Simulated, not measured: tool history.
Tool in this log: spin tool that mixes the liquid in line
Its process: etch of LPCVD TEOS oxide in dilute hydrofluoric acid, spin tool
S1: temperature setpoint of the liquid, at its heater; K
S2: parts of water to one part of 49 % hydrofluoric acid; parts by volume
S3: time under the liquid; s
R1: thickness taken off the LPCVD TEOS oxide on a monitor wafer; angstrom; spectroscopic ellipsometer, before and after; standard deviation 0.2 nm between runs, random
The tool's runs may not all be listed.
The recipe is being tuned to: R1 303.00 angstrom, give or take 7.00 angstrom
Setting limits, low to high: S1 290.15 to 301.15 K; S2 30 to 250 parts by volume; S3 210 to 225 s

{"run": 1, "hour": 0.0, "S1": 293.15, "S2": 140, "S3": 210, "R1": 424.17}
{"run": 2, "hour": 2.5, "S1": 292.65, "S2": 145, "S3": 210, "R1": 403.13}
{"run": 3, "hour": 8.0, "S1": 292.65, "S2": 170, "S3": 210, "R1": 334.87}
{"run": 4, "hour": 13.1, "S1": 292.15, "S2": 170, "S3": 210, "R1": 327.64}
{"run": 5, "hour": 17.9, "S1": 292.15, "S2": 170, "S3": 210, "R1": 327.94}
{"run": 6, "hour": 18.5, "S1": 291.65, "S2": 170, "S3": 210, "R1": 320.65}
{"run": 7, "hour": 25.0, "S1": 291.15, "S2": 170, "S3": 210, "R1": 317.25}
{"hour": 28.2, "done": "hydrofluoric acid flow meter replaced"}
{"run": 8, "hour": 28.2, "S1": 290.65, "S2": 170, "S3": 210, "R1": 351.35}
{"run": 9, "hour": 36.3, "S1": 290.65, "S2": 170, "S3": 210, "R1": 354.0}

Exactly one of the 5 candidate moves below puts every result within its allowed miss. Which one?
{"run": "A", "hour": 44.4, "S1": 290.15, "S2": 190, "S3": 210, "R1": "?"}
{"run": "B", "hour": 44.4, "S1": 290.15, "S2": 205, "S3": 215, "R1": "?"}
{"run": "C", "hour": 44.4, "S1": 291.65, "S2": 160, "S3": 225, "R1": "?"}
{"run": "D", "hour": 44.4, "S1": 290.15, "S2": 210, "S3": 210, "R1": "?"}
{"run": "E", "hour": 44.4, "S1": 290.15, "S2": 160, "S3": 225, "R1": "?"}

move=A R1=299.23
move=B R1=280.06
move=C R1=416.13
move=D R1=265.82
move=E R1=391.63
A: each result inside its tolerance
B: pushes the last run's worst result past its target
C: further off than the last run
D: pushes the last run's worst result past its target
E: further off than the last run
Go with A: it meets all targets.

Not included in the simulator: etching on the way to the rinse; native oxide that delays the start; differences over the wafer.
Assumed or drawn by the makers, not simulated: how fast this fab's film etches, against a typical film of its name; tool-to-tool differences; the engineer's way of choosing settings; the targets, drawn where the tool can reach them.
